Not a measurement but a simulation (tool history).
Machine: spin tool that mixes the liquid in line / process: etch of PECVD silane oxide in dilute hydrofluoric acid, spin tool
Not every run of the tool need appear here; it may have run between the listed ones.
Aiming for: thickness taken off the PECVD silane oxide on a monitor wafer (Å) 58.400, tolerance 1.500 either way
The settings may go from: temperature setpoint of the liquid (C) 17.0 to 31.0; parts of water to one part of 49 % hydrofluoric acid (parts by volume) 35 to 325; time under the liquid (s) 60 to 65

run	day	temperature setpoint of the liquid (C)	parts of water to one part of 49 % hydrofluoric acid (parts by volume)	time under the liquid (s)	thickness taken off the PECVD silane oxide on a monitor wafer (Å)
1	0.000	23.0	180	60	66.690
2	0.329	23.0	220	60	52.865
3	0.525	24.5	220	60	55.041
4	0.792	22.0	220	60	50.692
5	0.962	19.0	220	60	44.754
6	1.150	19.0	220	60	44.628
7	1.233	19.5	220	60	46.007
8	1.588	20.0	220	60	47.436
9	1.946	20.5	220	60	47.035
10	1.996	21.0	220	60	49.042
11	2.079	25.0	220	60	55.704

Which of these 5 next moves meets every target?
A	2.162	24.0	195	60	?
B	2.162	26.5	210	60	?
C	2.162	25.0	225	60	?
D	2.162	25.5	220	65	?
E	2.162	25.5	215	60	?

move	thickness taken off the PECVD silane oxide on a monitor wafer (Å)
A	62.637
B	62.657
C	54.516
D	61.828
E	58.719
A: carries the result that was furthest off beyond its target, to the other side
B: carries the result that was furthest off beyond its target, to the other side
C: misses by more than the last run did
D: carries the result that was furthest off beyond its target, to the other side
E: meets every target
So the answer is move E, the one that meets all the targets.

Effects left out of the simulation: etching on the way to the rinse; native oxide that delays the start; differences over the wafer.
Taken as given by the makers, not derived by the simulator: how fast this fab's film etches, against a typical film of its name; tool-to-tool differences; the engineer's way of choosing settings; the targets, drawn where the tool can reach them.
